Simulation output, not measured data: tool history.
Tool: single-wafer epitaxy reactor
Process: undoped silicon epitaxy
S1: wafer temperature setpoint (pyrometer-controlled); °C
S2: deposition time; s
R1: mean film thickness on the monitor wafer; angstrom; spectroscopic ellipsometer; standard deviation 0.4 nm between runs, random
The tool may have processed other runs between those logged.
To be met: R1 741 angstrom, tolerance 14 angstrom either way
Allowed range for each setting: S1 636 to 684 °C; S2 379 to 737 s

run 1 day=0 | S1=660 S2=558 | R1=1118.2
run 2 day=0.325 | S1=660 S2=620 | R1=1246.3
run 3 day=0.408 | S1=660 S2=548 | R1=1094.1
run 4 day=0.712 | S1=655 S2=547 | R1=1001.4
run 5 day=1.083 | S1=650 S2=546 | R1=910.83
run 6 day=1.196 | S1=647 S2=545 | R1=857.44
run 7 day=1.379 | S1=645 S2=544 | R1=822.88
run 8 day=1.625 | S1=643 S2=544 | R1=787.81
run 9 day=1.992 | S1=643 S2=544 | R1=793.14
run 10 day=2.333 | S1=642 S2=544 | R1=781.07
run 11 day=2.546 | S1=641 S2=544 | R1=755.14

Pick the move, out of 5, that brings all results within their allowed miss; only one does.
run A day=2.758 | S1=643 S2=542 | R1=?
run B day=2.758 | S1=637 S2=552 | R1=?
run C day=2.758 | S1=640 S2=562 | R1=?
run D day=2.758 | S1=637 S2=575 | R1=?
run E day=2.758 | S1=642 S2=541 | R1=?

move=A R1=795.3
move=B R1=720.57
move=C R1=777.94
move=D R1=750.6
move=E R1=778.58
A: the biggest miss grows against the last run
B: carries the result that was furthest off beyond its target, to the other side
C: the biggest miss grows against the last run
D: meets every target
E: the biggest miss grows against the last run
Answer: D
